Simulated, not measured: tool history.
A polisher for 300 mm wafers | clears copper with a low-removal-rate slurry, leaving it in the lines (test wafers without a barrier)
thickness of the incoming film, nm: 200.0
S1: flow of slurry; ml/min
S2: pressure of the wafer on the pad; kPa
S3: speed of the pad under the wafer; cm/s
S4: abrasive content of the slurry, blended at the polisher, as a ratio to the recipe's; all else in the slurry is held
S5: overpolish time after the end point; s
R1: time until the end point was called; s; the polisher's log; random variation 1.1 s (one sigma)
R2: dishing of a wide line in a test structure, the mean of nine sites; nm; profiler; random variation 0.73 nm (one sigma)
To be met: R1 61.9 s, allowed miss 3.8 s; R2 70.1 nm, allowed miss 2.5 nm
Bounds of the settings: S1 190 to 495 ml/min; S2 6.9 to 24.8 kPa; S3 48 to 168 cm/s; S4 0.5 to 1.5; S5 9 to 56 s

run	day	S1	S2	S3	S4	S5	R1	R2
1	0	320	15.9	108	1	29	62.776	48.255
2	0.112	320	15.9	108	1	35	63.606	54.729
3	0.258	320	12.4	108	1	35	77.616	45.441
4	0.538	320	13.1	108	1	37	74.333	49.115
5	0.817	320	13.1	108	0.8	37	81.363	47.276
6	1.004	320	14.5	108	0.8	38	73.121	52.817
7	1.104	320	15.2	108	0.8	39	67.766	54.95
8	1.262	320	15.2	108	0.8	41	69.113	56.583

Which of these 4 next moves meets every target?
A	1.421	290	17.9	100	0.8	48	?	?
B	1.421	260	15.9	100	0.85	51	?	?
C	1.421	295	15.9	114	0.85	43	?	?
D	1.421	310	13.8	114	0.85	50	?	?

move	R1	R2
A	60.812	69.605
B	67.753	66.556
C	61.676	63.21
D	69.819	63.381
A: meets every target
B: nearer than the last run, and not there yet
C: nearer than the last run, and not there yet
D: nearer than the last run, and not there yet
The right move is A.
